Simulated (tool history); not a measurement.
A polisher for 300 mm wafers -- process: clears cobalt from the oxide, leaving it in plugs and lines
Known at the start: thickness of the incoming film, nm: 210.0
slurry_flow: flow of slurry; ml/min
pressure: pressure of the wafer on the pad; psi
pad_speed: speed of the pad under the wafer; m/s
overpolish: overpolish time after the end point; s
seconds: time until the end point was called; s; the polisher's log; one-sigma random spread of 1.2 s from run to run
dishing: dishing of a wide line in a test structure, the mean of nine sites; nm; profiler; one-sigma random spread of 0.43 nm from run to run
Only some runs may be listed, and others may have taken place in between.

run  hour  slurry_flow  pressure  pad_speed  overpolish  seconds  dishing
  1   0.0          180       1.2       0.86          19   87.021   29.675
  2   3.1          180       1.2       0.86          24   90.600   35.070
  3  11.4          180       1.2       1.08          24   70.156   38.619
  4  15.7          180       1.1       1.08          21   77.798   33.840
  5  23.5          180       1.1       1.08          18   77.676   31.446
  6  26.9          180       0.8       1.08          18  103.420   25.471
  7  34.9          180       0.8       1.08          16  100.830   24.205
  8  39.5          180       0.8       1.08          15  103.040   23.503
  9  45.3          180       0.8       1.08          15  102.270   23.186
 10  49.5          180       0.8       1.08          14  104.040   22.078

Forecast run 11:
 11  52.7          180       0.9       1.08          13        ?        ?

Run 11 came out at seconds 95.356 s, dishing 22.006 nm.
